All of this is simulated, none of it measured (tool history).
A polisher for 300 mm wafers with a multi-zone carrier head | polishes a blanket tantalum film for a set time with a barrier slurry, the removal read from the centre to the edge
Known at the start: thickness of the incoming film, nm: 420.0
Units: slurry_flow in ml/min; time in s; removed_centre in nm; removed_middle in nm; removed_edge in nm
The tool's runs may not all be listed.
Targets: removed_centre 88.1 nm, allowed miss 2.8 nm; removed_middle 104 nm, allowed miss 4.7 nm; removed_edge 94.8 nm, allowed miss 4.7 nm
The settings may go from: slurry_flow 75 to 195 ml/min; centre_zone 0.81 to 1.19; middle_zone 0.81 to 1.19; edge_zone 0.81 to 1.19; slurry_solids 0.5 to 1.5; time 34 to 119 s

| run | hour | slurry_flow | centre_zone | middle_zone | edge_zone | slurry_solids | time | removed_centre | removed_middle | removed_edge |
|---|---|---|---|---|---|---|---|---|---|---|
| 1 | 0 | 125 | 1 | 1 | 1 | 1 | 76 | 94.441 | 84.447 | 85.395 |
| 2 | 5.7 | 125 | 0.99 | 1.02 | 1.01 | 1 | 76 | 93.543 | 86.352 | 86.39 |
| 3 | 13.8 | 125 | 0.98 | 1.04 | 1.02 | 1 | 76 | 91.022 | 86.872 | 86.684 |
| 4 | 21.3 | 125 | 0.98 | 1.04 | 1.02 | 0.85 | 76 | 87.965 | 81.046 | 79.135 |
| 5 | 28.3 | 125 | 0.98 | 1.04 | 1.1 | 0.85 | 76 | 88.335 | 82.669 | 85.85 |
| 6 | 33.8 | 130 | 0.97 | 1.06 | 1.1 | 0.85 | 76 | 87.394 | 82.623 | 83.844 |
|  | 42.4 | centre zone pressure recalibrated |
| 7 | 42.4 | 130 | 0.96 | 1.07 | 1.1 | 0.9 | 76 | 80.722 | 87.848 | 85.424 |
| 8 | 50.9 | 135 | 0.96 | 1.07 | 1.1 | 0.9 | 76 | 81.923 | 88.158 | 86.868 |
| 9 | 52.9 | 140 | 0.97 | 1.08 | 1.1 | 0.9 | 76 | 81.977 | 88.704 | 86.295 |
| 10 | 55.1 | 140 | 0.98 | 1.08 | 1.1 | 0.9 | 76 | 82.153 | 88.999 | 86.34 |
| 11 | 56 | 140 | 0.99 | 1.08 | 1.1 | 0.9 | 76 | 84.779 | 89.576 | 85.89 |
| 12 | 62.1 | 150 | 1.01 | 1.09 | 1.11 | 1 | 77 | 92.918 | 95.416 | 91.217 |
| 13 | 70.4 | 150 | 1.01 | 1.09 | 1.11 | 1 | 77 | 93.478 | 93.642 | 93.746 |
| 14 | 78.9 | 150 | 1.01 | 1.1 | 1.1 | 1 | 77 | 92.875 | 97.567 | 91.286 |
| 15 | 82.6 | 155 | 0.99 | 1.11 | 1.11 | 1.05 | 77 | 93.215 | 102.22 | 93.568 |

4 next moves are on the table. One of them brings every result within its allowed miss. Which?
| A | 86.3 | 155 | 0.81 | 0.95 | 1.19 | 1.05 | 82 | ? | ? | ? |
| B | 86.3 | 150 | 0.95 | 1.14 | 1.14 | 1.05 | 77 | ? | ? | ? |
| C | 86.3 | 175 | 0.94 | 1.06 | 1.13 | 1.1 | 74 | ? | ? | ? |
| D | 86.3 | 145 | 1.08 | 1.11 | 1.06 | 1.2 | 76 | ? | ? | ? |

| move | removed_centre | removed_middle | removed_edge |
|---|---|---|---|
| A | 78.575 | 94.195 | 106.98 |
| B | 86.137 | 102.53 | 97.803 |
| C | 85.81 | 96.701 | 97.125 |
| D | 99.958 | 102.24 | 96.921 |
A: takes the result that was furthest off past its target
B: meets every target
C: brings the result that was furthest off to its target, and leaves another outside
D: further off than the last run
Answer: B
